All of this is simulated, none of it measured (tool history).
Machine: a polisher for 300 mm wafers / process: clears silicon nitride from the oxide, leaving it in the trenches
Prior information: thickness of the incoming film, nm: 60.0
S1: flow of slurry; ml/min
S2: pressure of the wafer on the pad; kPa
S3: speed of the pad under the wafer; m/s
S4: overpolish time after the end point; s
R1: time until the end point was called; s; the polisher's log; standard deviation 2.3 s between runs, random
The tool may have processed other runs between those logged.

| run | day | S1 | S2 | S3 | S4 | R1 |
|---|---|---|---|---|---|---|
| 1 | 0 | 250 | 16.5 | 0.82 | 15 | 89.971 |
| 2 | 0.167 | 250 | 15.2 | 0.8 | 15 | 99.372 |
| 3 | 0.354 | 250 | 14.5 | 0.78 | 15 | 104.86 |
| 4 | 0.638 | 250 | 15.9 | 0.78 | 15 | 98.462 |
| 5 | 0.708 | 275 | 15.9 | 0.78 | 15 | 94.589 |
| 6 | 0.733 | 275 | 15.9 | 0.78 | 12 | 96.203 |
| 7 | 0.9 | 270 | 14.5 | 0.76 | 12 | 107.59 |

What will run 8 give?
| 8 | 1.129 | 265 | 10.3 | 0.66 | 12 | ? |

{"run 8": {"R1": 154.56}}
